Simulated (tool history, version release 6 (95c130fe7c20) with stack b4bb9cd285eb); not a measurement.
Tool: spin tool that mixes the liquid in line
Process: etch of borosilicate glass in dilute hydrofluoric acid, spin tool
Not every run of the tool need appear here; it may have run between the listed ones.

run,day,temperature setpoint of the liquid (K),parts of water to one part of 49 % hydrofluoric acid (parts by volume),time under the liquid (s),thickness taken off the borosilicate glass on a monitor wafer (Å)
1,0.000,295.15,220,75,67.601
2,0.138,296.65,215,75,73.746
3,0.346,297.65,215,75,77.561
4,0.400,297.65,215,75,77.124
5,0.712,295.15,215,75,69.564
6,0.912,296.65,215,75,73.589
7,1.112,297.65,215,75,77.218
8,1.233,298.65,215,75,79.356
9,1.467,299.65,215,75,82.748
10,1.754,300.15,215,75,83.122

Estimate the outcome of run 11 from the log above:
11,1.846,300.65,215,75,?

thickness taken off the borosilicate glass on a monitor wafer (Å): 83.815
